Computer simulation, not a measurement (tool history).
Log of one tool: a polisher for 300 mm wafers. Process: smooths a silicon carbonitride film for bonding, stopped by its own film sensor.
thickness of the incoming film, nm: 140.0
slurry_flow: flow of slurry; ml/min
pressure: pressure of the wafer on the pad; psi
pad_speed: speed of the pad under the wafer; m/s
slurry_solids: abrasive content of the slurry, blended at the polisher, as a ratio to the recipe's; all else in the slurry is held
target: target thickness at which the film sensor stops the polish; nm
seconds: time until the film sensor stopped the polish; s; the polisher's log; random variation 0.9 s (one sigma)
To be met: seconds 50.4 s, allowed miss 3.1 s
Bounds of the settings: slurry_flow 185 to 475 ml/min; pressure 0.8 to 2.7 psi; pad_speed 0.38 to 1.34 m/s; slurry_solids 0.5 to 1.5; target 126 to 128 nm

run    day  slurry_flow  pressure  pad_speed  slurry_solids  target  seconds
  1      0          305       1.7       0.86              1     126   71.315
  2  0.367          305       1.8       0.88              1     126   68.021
  3  0.654          305       1.8       0.88           0.85     126   71.976
  4  0.904          305       1.8       0.88            0.7     126   77.517
  5  1.262          305       1.8       0.88            0.7     126   79.102
  6  1.446          305         2        0.9            0.7     126   74.086
  7  1.479          305       2.1       0.98            0.7     126   66.656
  8  1.775          305       2.2       1.02            0.7     126   61.294
  9  1.996          305       2.3       1.04            0.7     126   61.256
 10  2.208          305       2.4       1.08            0.7     126   54.569

5 next moves are on the table. One of them brings every result within its allowed miss. Which?
  A  2.421          270       2.4        1.2            0.8     126        ?
  B  2.421          420       2.4       0.96           0.55     128        ?
  C  2.421          405         2       1.06           0.75     126        ?
  D  2.421          295       2.3       1.18           0.55     126        ?
  E  2.421          370       2.3        1.1            0.7     126        ?

move  seconds
   A   49.978
   B    56.97
   C   62.092
   D   60.619
   E   56.681
A: meets every target
B: further off than the last run
C: further off than the last run
D: further off than the last run
E: further off than the last run
Move A is the one to make.

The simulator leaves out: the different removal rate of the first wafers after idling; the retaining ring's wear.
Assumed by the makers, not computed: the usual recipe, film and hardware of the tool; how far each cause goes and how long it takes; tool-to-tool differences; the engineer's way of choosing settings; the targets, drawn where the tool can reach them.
